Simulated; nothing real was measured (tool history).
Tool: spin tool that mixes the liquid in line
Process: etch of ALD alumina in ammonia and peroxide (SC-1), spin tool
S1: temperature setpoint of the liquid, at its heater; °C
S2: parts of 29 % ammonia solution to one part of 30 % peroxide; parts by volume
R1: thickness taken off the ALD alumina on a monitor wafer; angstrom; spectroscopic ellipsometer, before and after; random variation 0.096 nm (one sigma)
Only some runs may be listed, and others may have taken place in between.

{"run": 1, "hour": 0.0, "S1": 61, "S2": 0.75, "time under the liquid (s)": 165, "R1": 108.01}
{"run": 2, "hour": 3.4, "S1": 61, "S2": 0.75, "time under the liquid (s)": 165, "R1": 108.48}
{"run": 3, "hour": 6.6, "S1": 61, "S2": 0.75, "time under the liquid (s)": 175, "R1": 114.34}
{"run": 4, "hour": 15.1, "S1": 61.5, "S2": 0.75, "time under the liquid (s)": 175, "R1": 117.33}
{"run": 5, "hour": 16.1, "S1": 66, "S2": 0.75, "time under the liquid (s)": 175, "R1": 147.61}
{"run": 6, "hour": 21.9, "S1": 65.5, "S2": 0.75, "time under the liquid (s)": 175, "R1": 144.51}
{"run": 7, "hour": 27.2, "S1": 65, "S2": 0.75, "time under the liquid (s)": 175, "R1": 139.56}
{"run": 8, "hour": 29.7, "S1": 64.5, "S2": 0.75, "time under the liquid (s)": 175, "R1": 138.81}

Run 9 comes next. What will it give?
{"run": 9, "hour": 34.2, "S1": 64, "S2": 0.75, "time under the liquid (s)": 175, "R1": "?"}

R1: 133.96 angstrom
